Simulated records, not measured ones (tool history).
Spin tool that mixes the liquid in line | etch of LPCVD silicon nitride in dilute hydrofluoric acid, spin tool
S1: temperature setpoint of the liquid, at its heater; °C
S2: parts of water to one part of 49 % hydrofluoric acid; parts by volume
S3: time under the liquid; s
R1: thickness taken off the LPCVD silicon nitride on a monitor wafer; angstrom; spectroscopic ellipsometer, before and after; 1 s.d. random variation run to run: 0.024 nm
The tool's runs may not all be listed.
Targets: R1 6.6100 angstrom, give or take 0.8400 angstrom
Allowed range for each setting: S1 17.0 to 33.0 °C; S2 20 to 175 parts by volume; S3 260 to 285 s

| run | hour | S1 | S2 | S3 | R1 |
|---|---|---|---|---|---|
| 1 | 0.0 | 25.0 | 95 | 260 | 14.8620 |
| 2 | 5.4 | 22.0 | 95 | 260 | 12.5140 |
| 3 | 14.3 | 18.5 | 95 | 260 | 9.6231 |
| 4 | 23.1 | 18.0 | 100 | 260 | 8.2568 |
| 5 | 30.0 | 18.0 | 100 | 260 | 8.4245 |
| 6 | 38.4 | 18.0 | 100 | 285 | 9.6533 |
| 7 | 40.5 | 18.0 | 105 | 280 | 9.0563 |
| 8 | 44.8 | 18.0 | 110 | 280 | 8.0219 |

Of the 5 settings listed for the next run, only one would bring every result within its allowed miss of target. Which one?
| A | 49.1 | 19.5 | 85 | 260 | ? |
| B | 49.1 | 17.5 | 125 | 270 | ? |
| C | 49.1 | 19.0 | 105 | 285 | ? |
| D | 49.1 | 17.5 | 90 | 285 | ? |
| E | 49.1 | 20.0 | 110 | 260 | ? |

| move | R1 |
|---|---|
| A | 10.7680 |
| B | 6.6990 |
| C | 9.2837 |
| D | 9.7217 |
| E | 8.6649 |
A: its largest miss is bigger than the last run's
B: each result inside its tolerance
C: its largest miss is bigger than the last run's
D: its largest miss is bigger than the last run's
E: its largest miss is bigger than the last run's
Move B is the one to make.
